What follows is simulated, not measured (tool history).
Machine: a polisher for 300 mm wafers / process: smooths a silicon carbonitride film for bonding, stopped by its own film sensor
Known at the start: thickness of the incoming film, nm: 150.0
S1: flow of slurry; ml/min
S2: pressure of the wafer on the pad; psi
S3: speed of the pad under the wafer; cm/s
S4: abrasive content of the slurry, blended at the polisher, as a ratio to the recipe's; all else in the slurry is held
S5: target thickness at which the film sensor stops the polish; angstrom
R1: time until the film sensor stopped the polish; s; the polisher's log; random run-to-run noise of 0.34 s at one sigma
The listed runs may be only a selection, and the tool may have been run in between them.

Run 1, hour 0.0: S1 310 ml/min, S2 1.7 psi, S3 112 cm/s, S4 1.00, S5 1380 angstrom. Result: R1 40.527 s.
Run 2, hour 8.4: S1 310 ml/min, S2 1.7 psi, S3 112 cm/s, S4 0.90, S5 1380 angstrom. Result: R1 40.812 s.
Run 3, hour 13.7: S1 310 ml/min, S2 1.8 psi, S3 112 cm/s, S4 0.90, S5 1380 angstrom. Result: R1 40.017 s.
Run 4, hour 21.2: S1 310 ml/min, S2 1.9 psi, S3 112 cm/s, S4 0.90, S5 1380 angstrom. Result: R1 39.275 s.
Run 5, hour 25.9: S1 310 ml/min, S2 1.9 psi, S3 112 cm/s, S4 0.70, S5 1380 angstrom. Result: R1 41.825 s.
Run 6, hour 28.4: S1 310 ml/min, S2 1.9 psi, S3 112 cm/s, S4 0.85, S5 1380 angstrom. Result: R1 39.348 s.
Run 7, hour 35.5: S1 310 ml/min, S2 1.9 psi, S3 112 cm/s, S4 0.85, S5 1380 angstrom. Result: R1 39.596 s.
Run 8, hour 43.0: S1 310 ml/min, S2 2.0 psi, S3 112 cm/s, S4 0.85, S5 1380 angstrom. Result: R1 38.167 s.

What does the tool deliver on the next run?
Run 9, hour 49.4: S1 310 ml/min, S2 2.1 psi, S3 112 cm/s, S4 0.85, S5 1380 angstrom. Result: R1 ?.

For run 9 the tool returned R1 37.255 s.
